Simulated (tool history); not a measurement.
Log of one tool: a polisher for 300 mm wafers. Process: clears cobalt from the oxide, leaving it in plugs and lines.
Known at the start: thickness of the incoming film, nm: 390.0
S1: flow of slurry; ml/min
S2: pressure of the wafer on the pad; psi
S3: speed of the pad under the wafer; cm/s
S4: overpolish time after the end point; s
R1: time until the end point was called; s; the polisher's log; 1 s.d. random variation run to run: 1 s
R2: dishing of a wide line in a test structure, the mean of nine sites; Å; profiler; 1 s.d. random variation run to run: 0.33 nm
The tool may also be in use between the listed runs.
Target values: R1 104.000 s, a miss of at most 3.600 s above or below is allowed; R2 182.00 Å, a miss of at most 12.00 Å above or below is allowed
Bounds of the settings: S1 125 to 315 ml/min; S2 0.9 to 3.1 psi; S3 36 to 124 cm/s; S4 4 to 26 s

run 1 hour=0.0 | S1=205 S2=2.0 S3=80 S4=13 | R1=102.480 R2=330.60
run 2 hour=2.2 | S1=205 S2=2.0 S3=80 S4=10 | R1=100.780 R2=274.09
run 3 hour=7.3 | S1=205 S2=1.6 S3=80 S4=10 | R1=125.040 R2=240.67
run 4 hour=8.0 | S1=205 S2=1.2 S3=80 S4=10 | R1=157.380 R2=197.79
run 5 hour=16.9 | S1=205 S2=0.9 S3=80 S4=10 | R1=196.360 R2=164.49
run 6 hour=23.5 | S1=205 S2=1.3 S3=80 S4=10 | R1=146.820 R2=215.97
run 7 hour=28.2 | S1=210 S2=1.4 S3=84 S4=8 | R1=132.350 R2=190.60
run 8 hour=30.6 | S1=215 S2=1.5 S3=84 S4=7 | R1=122.090 R2=180.47

4 next moves are on the table. One of them brings every result within its allowed miss. Which?
run A hour=33.0 | S1=215 S2=1.7 S3=90 S4=5 | R1=? R2=?
run B hour=33.0 | S1=270 S2=1.6 S3=92 S4=6 | R1=? R2=?
run C hour=33.0 | S1=230 S2=1.8 S3=90 S4=5 | R1=? R2=?
run D hour=33.0 | S1=160 S2=1.8 S3=88 S4=5 | R1=? R2=?

move=A R1=104.290 R2=156.41
move=B R1=105.050 R2=180.77
move=C R1=98.501 R2=164.03
move=D R1=105.510 R2=154.88
A: corrects the largest miss of the last run, while another result sits out of spec
B: all results in spec
C: takes the biggest miss from the last run beyond its target
D: corrects the largest miss of the last run, while another result sits out of spec
Go with B: it meets all targets.
